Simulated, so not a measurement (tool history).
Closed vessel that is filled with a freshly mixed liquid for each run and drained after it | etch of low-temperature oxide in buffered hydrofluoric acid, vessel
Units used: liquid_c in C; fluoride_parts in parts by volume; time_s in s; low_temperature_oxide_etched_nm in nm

run  hour  liquid_c  fluoride_parts  time_s  low_temperature_oxide_etched_nm
  1     0        24               7     100                           568.74
  2   5.7        24             8.5     100                           468.71
  3  12.2      25.5             8.5     100                           500.62
  4    17      25.5             6.5     100                           657.73
  5  19.9      28.5             6.5     100                           781.62
  6  22.5      28.5             6.5     100                           771.43
  7    24        26               7     100                           638.15
  8  26.9        24             7.5     100                            532.3
  9  33.8      22.5             7.5     100                           486.04
 10  37.6      21.5             7.5     100                           469.41
 11  39.7      20.5             7.5     100                           434.64
 12  41.8      19.5             7.5     100                           416.46

Run 13 comes next. What will it give?
 13    48        19             7.5     100                                ?

low_temperature_oxide_etched_nm: 399.75 nm
